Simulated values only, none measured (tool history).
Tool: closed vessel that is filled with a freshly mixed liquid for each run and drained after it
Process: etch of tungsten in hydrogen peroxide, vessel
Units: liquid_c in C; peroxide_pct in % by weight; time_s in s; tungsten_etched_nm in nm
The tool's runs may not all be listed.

{"run": 1, "hour": 0.0, "liquid_c": 57, "peroxide_pct": 15, "time_s": 30, "tungsten_etched_nm": 66.202}
{"run": 2, "hour": 7.9, "liquid_c": 52.5, "peroxide_pct": 15, "time_s": 30, "tungsten_etched_nm": 50.61}
{"run": 3, "hour": 9.1, "liquid_c": 45.5, "peroxide_pct": 15, "time_s": 30, "tungsten_etched_nm": 32.927}
{"run": 4, "hour": 15.8, "liquid_c": 45.5, "peroxide_pct": 16, "time_s": 30, "tungsten_etched_nm": 34.291}
{"run": 5, "hour": 21.3, "liquid_c": 50, "peroxide_pct": 16, "time_s": 30, "tungsten_etched_nm": 44.867}
{"run": 6, "hour": 24.0, "liquid_c": 50, "peroxide_pct": 13, "time_s": 30, "tungsten_etched_nm": 40.406}
{"run": 7, "hour": 27.7, "liquid_c": 53, "peroxide_pct": 13.5, "time_s": 30, "tungsten_etched_nm": 49.925}
{"run": 8, "hour": 30.4, "liquid_c": 55.5, "peroxide_pct": 14, "time_s": 30, "tungsten_etched_nm": 58.688}
{"run": 9, "hour": 36.7, "liquid_c": 57.5, "peroxide_pct": 14.5, "time_s": 30, "tungsten_etched_nm": 67.249}
{"run": 10, "hour": 39.1, "liquid_c": 59, "peroxide_pct": 15, "time_s": 30, "tungsten_etched_nm": 74.005}
{"run": 11, "hour": 44.0, "liquid_c": 60.5, "peroxide_pct": 15.5, "time_s": 30, "tungsten_etched_nm": 82.988}
{"run": 12, "hour": 51.6, "liquid_c": 61.5, "peroxide_pct": 15.5, "time_s": 30, "tungsten_etched_nm": 87.394}
{"run": 13, "hour": 53.7, "liquid_c": 61.5, "peroxide_pct": 15.5, "time_s": 30, "tungsten_etched_nm": 87.542}
{"run": 14, "hour": 61.7, "liquid_c": 62.5, "peroxide_pct": 15.5, "time_s": 30, "tungsten_etched_nm": 92.543}
{"run": 15, "hour": 66.7, "liquid_c": 62.5, "peroxide_pct": 15.5, "time_s": 30, "tungsten_etched_nm": 92.82}

The next listed run, before its measurement:
{"run": 16, "hour": 69.1, "liquid_c": 63, "peroxide_pct": 15.5, "time_s": 30, "tungsten_etched_nm": "?"}

tungsten_etched_nm: 94.964 nm
